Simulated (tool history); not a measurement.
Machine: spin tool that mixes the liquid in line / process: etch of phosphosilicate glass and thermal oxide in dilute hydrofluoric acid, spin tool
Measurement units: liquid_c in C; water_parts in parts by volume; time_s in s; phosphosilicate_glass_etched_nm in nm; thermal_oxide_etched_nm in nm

run  hour  liquid_c  water_parts  time_s  phosphosilicate_glass_etched_nm  thermal_oxide_etched_nm
  1     0        23          235      30                           19.577                  0.52512
  2   1.8      19.5          235      30                           17.106                  0.44215
  3   7.4      17.5          235      30                           16.086                  0.39105
  4   8.2      17.5          250      30                            14.54                  0.42163
  5  15.5      17.5          255      30                           14.315                   0.3765
  6  24.1        21          255      30                           16.445                  0.46038
  7  31.4      20.5          265      30                           15.385                  0.39679

Forecast run 8:
  8  35.4        20          275      30                                ?                        ?

Run 8 gave phosphosilicate_glass_etched_nm 14.376 nm, thermal_oxide_etched_nm 0.36044 nm.

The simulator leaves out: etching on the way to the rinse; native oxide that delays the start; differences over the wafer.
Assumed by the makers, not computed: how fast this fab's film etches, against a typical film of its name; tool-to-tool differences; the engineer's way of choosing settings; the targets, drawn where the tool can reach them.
